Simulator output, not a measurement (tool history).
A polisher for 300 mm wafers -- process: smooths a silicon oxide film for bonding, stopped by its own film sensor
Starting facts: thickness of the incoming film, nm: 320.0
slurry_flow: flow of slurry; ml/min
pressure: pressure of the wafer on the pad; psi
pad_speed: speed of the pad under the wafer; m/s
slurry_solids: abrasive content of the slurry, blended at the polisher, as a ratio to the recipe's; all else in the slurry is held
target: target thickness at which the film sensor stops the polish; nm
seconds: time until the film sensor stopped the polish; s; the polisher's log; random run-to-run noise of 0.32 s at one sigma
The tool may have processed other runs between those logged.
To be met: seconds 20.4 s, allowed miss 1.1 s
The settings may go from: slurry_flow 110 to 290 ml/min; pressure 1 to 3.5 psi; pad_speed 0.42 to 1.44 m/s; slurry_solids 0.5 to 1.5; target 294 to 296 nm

run	day	slurry_flow	pressure	pad_speed	slurry_solids	target	seconds
1	0	185	2.2	0.92	1	294	33.392
2	0.188	185	2.2	0.92	1	294	32.024
3	0.254	165	2.2	0.92	1	294	32.809
4	0.412	165	2.2	0.92	1.2	294	29.97
5	0.762	165	2.4	0.94	1.2	294	27.952
6	0.838	165	2.6	0.96	1.2	294	24.359
7	0.925	165	2.7	0.96	1.2	294	24.077
8	1.221	165	2.8	0.96	1.2	294	22.801
9	1.379	165	2.9	0.96	1.2	294	22.607
10	1.471	165	3	0.96	1.2	294	22.013
11	1.496	165	3	0.96	1.2	294	21.852

4 next moves are on the table. One of them brings every result within its allowed miss. Which?
A	1.521	175	3.1	1	1.1	295	?
B	1.521	130	3.4	1.04	1.2	295	?
C	1.521	115	3.4	1.08	1.3	295	?
D	1.521	125	2.1	1.24	1.35	296	?

move	seconds
A	20.992
B	19.058
C	18.541
D	25.31
A: meets every target
B: the result that was furthest off in the last run now lies on the other side of its target
C: the result that was furthest off in the last run now lies on the other side of its target
D: the biggest miss grows against the last run
Correct choice: A, which meets every target
